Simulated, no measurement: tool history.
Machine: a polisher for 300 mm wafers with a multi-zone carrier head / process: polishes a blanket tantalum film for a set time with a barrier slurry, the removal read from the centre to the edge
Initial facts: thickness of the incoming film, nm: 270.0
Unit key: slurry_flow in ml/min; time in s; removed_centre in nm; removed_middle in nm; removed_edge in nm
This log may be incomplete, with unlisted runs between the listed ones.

Run 1, hour 0: slurry_flow 260 ml/min, centre_zone 1, middle_zone 1, edge_zone 1, slurry_solids 1, time 45 s. Result: removed_centre 109.23 nm, removed_middle 106.47 nm, removed_edge 113.06 nm.
Run 2, hour 7.2: slurry_flow 260 ml/min, centre_zone 1.03, middle_zone 1, edge_zone 1, slurry_solids 1, time 45 s. Result: removed_centre 111.75 nm, removed_middle 107.36 nm, removed_edge 110.06 nm.
Run 3, hour 7.9: slurry_flow 260 ml/min, centre_zone 1.03, middle_zone 1.04, edge_zone 1, slurry_solids 1, time 45 s. Result: removed_centre 109.85 nm, removed_middle 112.95 nm, removed_edge 109.83 nm.
Run 4, hour 10.7: slurry_flow 260 ml/min, centre_zone 1.03, middle_zone 1.04, edge_zone 1.01, slurry_solids 1.05, time 45 s. Result: removed_centre 112.59 nm, removed_middle 114.04 nm, removed_edge 110 nm.
Run 5, hour 14.2: slurry_flow 290 ml/min, centre_zone 1.03, middle_zone 1.04, edge_zone 1.01, slurry_solids 1.05, time 45 s. Result: removed_centre 113.68 nm, removed_middle 116.42 nm, removed_edge 115.19 nm.
Run 6, hour 19.6: slurry_flow 345 ml/min, centre_zone 1.03, middle_zone 1.04, edge_zone 1.01, slurry_solids 1.05, time 45 s. Result: removed_centre 118.01 nm, removed_middle 114.41 nm, removed_edge 117.19 nm.
Run 7, hour 25.5: slurry_flow 345 ml/min, centre_zone 1.03, middle_zone 1.05, edge_zone 1.02, slurry_solids 1.1, time 45 s. Result: removed_centre 117.28 nm, removed_middle 119.72 nm, removed_edge 118.29 nm.
Run 8, hour 32: slurry_flow 350 ml/min, centre_zone 1.03, middle_zone 1.05, edge_zone 1.03, slurry_solids 1.15, time 45 s. Result: removed_centre 118.56 nm, removed_middle 122.44 nm, removed_edge 116.96 nm.

Estimate the outcome of run 9 from the log above:
Run 9, hour 36.9: slurry_flow 355 ml/min, centre_zone 1.03, middle_zone 1.05, edge_zone 1.03, slurry_solids 1.15, time 46 s. Result: removed_centre ?, removed_middle ?, removed_edge ?.

Logged for run 9: removed_centre 122.57 nm, removed_middle 121.94 nm, removed_edge 119.85 nm.
